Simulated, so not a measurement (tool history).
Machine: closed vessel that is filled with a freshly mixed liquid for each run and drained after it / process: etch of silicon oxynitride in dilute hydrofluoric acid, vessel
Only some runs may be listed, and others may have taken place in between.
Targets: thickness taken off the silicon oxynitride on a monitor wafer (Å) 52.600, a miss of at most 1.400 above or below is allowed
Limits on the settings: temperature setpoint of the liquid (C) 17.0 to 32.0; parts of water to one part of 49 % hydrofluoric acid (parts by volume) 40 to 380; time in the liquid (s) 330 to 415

run	hour	temperature setpoint of the liquid (C)	parts of water to one part of 49 % hydrofluoric acid (parts by volume)	time in the liquid (s)	thickness taken off the silicon oxynitride on a monitor wafer (Å)
1	0.0	24.0	210	415	25.366
2	4.3	25.5	195	415	29.683
3	5.6	25.5	230	415	24.162
4	9.6	27.0	210	415	28.871
5	11.7	28.0	195	415	32.804
6	12.8	29.0	185	415	36.352
7	17.0	29.5	175	415	40.079
8	22.0	32.0	145	415	54.789

Of the 4 settings listed for the next run, only one would bring every result within its allowed miss of target. Which one?
A	27.0	31.0	115	335	?
B	27.0	31.5	130	395	?
C	27.0	32.0	150	415	?
D	27.0	29.0	105	330	?

move	thickness taken off the silicon oxynitride on a monitor wafer (Å)
A	54.521
B	57.278
C	52.258
D	54.280
A: moves toward the targets from the last run without getting all of them in spec
B: moves away from the targets compared with the last run
C: meets every target
D: moves toward the targets from the last run without getting all of them in spec
Move C is the one to make.
